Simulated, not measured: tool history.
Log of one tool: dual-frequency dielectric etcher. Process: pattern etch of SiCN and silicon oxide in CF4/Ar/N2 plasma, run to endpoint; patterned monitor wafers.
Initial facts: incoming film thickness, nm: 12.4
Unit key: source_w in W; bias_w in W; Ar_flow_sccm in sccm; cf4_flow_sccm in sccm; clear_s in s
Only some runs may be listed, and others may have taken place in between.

run 1 hour=0.0 | source_w=360 bias_w=53 Ar_flow_sccm=95 cf4_flow_sccm=59 | clear_s=17.806
run 2 hour=4.9 | source_w=360 bias_w=53 Ar_flow_sccm=95 cf4_flow_sccm=55 | clear_s=17.770
run 3 hour=9.2 | source_w=360 bias_w=53 Ar_flow_sccm=107 cf4_flow_sccm=55 | clear_s=18.473
run 4 hour=11.1 | source_w=360 bias_w=53 Ar_flow_sccm=123 cf4_flow_sccm=55 | clear_s=19.197
run 5 hour=18.4 | source_w=360 bias_w=53 Ar_flow_sccm=123 cf4_flow_sccm=47 | clear_s=19.646
run 6 hour=24.9 | source_w=410 bias_w=53 Ar_flow_sccm=123 cf4_flow_sccm=47 | clear_s=17.504
run 7 hour=27.9 | source_w=380 bias_w=52 Ar_flow_sccm=123 cf4_flow_sccm=47 | clear_s=18.848
run 8 hour=29.3 | source_w=360 bias_w=51 Ar_flow_sccm=123 cf4_flow_sccm=47 | clear_s=19.828
run 9 hour=34.7 | source_w=340 bias_w=50 Ar_flow_sccm=123 cf4_flow_sccm=47 | clear_s=21.006
run 10 hour=40.5 | source_w=320 bias_w=50 Ar_flow_sccm=123 cf4_flow_sccm=47 | clear_s=22.264
run 11 hour=49.1 | source_w=310 bias_w=50 Ar_flow_sccm=123 cf4_flow_sccm=47 | clear_s=22.879
run 12 hour=49.6 | source_w=300 bias_w=50 Ar_flow_sccm=123 cf4_flow_sccm=47 | clear_s=23.439

Run 13, settings as shown, results not yet in. Your forecast:
run 13 hour=58.2 | source_w=290 bias_w=50 Ar_flow_sccm=123 cf4_flow_sccm=47 | clear_s=?

Run 13 yielded clear_s 24.122 s.

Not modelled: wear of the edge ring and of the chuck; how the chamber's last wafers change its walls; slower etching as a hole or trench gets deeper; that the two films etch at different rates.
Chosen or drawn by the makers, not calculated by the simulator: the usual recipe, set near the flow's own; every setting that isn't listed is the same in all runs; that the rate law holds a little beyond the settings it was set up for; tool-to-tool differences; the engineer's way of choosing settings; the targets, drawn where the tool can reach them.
